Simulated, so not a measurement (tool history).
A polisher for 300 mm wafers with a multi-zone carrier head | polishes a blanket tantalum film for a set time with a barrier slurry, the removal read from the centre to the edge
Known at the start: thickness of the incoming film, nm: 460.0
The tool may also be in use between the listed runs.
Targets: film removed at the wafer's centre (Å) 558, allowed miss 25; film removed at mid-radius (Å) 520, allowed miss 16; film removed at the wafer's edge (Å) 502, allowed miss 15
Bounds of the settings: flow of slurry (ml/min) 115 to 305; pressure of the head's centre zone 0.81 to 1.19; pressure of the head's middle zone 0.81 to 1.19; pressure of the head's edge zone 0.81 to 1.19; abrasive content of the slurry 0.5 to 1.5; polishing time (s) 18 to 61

run,hour,flow of slurry (ml/min),pressure of the head's centre zone,pressure of the head's middle zone,pressure of the head's edge zone,abrasive content of the slurry,polishing time (s),film removed at the wafer's centre (Å),film removed at mid-radius (Å),film removed at the wafer's edge (Å)
1,0,195,1,1,1,1,39,594.95,619.9,598.94
2,2.5,240,1,1,1,1,39,630.82,628.43,618.78
3,8.5,225,1.01,0.97,0.96,0.95,39,608.15,598.87,586.06
4,13.9,215,1.02,0.95,0.92,0.95,39,621.13,584.53,579
5,16.5,195,1.02,0.95,0.92,0.95,39,617.29,567.84,566.87
6,24.6,195,1.02,0.87,0.92,0.95,39,599.47,530.86,568.21
7,33.3,185,1.01,0.89,0.89,0.9,39,584.93,527.92,536.05
8,40.2,175,1,0.89,0.88,0.9,39,566.66,516.82,537.49
9,42,175,1,0.9,0.86,0.9,39,568.34,514.22,524.79
10,44.4,175,1,0.91,0.85,0.9,39,579.57,522.15,517.14
11,52.3,170,0.99,0.92,0.85,0.9,39,568.04,528.2,527.8

5 next moves are on the table. One of them brings every result within its allowed miss. Which?
A,60.2,210,0.96,0.83,0.93,0.75,43,?,?,?
B,60.2,180,0.94,0.86,0.92,1.1,37,?,?,?
C,60.2,160,0.94,0.83,0.85,0.9,41,?,?,?
D,60.2,190,1.01,0.93,0.84,0.75,41,?,?,?
E,60.2,150,0.88,0.89,0.92,1.1,39,?,?,?

move,film removed at the wafer's centre (Å),film removed at mid-radius (Å),film removed at the wafer's edge (Å)
A,558.67,502.14,557.72
B,556.86,527.87,570.06
C,551.28,509.13,549.6
D,551.21,517.64,501.12
E,527.29,552.1,585.01
A: further off than the last run
B: further off than the last run
C: further off than the last run
D: meets every target
E: further off than the last run
The right move is D.

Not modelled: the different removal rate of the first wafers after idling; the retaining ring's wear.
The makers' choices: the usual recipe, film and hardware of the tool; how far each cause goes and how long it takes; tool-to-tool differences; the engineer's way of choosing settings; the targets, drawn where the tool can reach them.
